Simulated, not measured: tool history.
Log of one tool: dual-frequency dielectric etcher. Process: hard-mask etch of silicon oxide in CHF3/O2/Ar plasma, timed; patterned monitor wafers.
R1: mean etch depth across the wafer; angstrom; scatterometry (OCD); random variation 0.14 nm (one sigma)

run 1 hour=0.0 | source_power_(kW)=0.860 bias_power_(kW)=0.182 etch_time_(s)=14 | R1=316.99
run 2 hour=1.3 | source_power_(kW)=0.730 bias_power_(kW)=0.182 etch_time_(s)=14 | R1=296.77
run 3 hour=7.5 | source_power_(kW)=0.730 bias_power_(kW)=0.152 etch_time_(s)=14 | R1=268.09
run 4 hour=8.1 | source_power_(kW)=0.730 bias_power_(kW)=0.152 etch_time_(s)=14 | R1=269.97
run 5 hour=8.7 | source_power_(kW)=0.870 bias_power_(kW)=0.156 etch_time_(s)=14 | R1=295.60
run 6 hour=14.5 | source_power_(kW)=0.960 bias_power_(kW)=0.157 etch_time_(s)=14 | R1=309.05

Forecast run 7:
run 7 hour=21.6 | source_power_(kW)=1.030 bias_power_(kW)=0.158 etch_time_(s)=14 | R1=?

Run 7 gave R1 316.95 angstrom.

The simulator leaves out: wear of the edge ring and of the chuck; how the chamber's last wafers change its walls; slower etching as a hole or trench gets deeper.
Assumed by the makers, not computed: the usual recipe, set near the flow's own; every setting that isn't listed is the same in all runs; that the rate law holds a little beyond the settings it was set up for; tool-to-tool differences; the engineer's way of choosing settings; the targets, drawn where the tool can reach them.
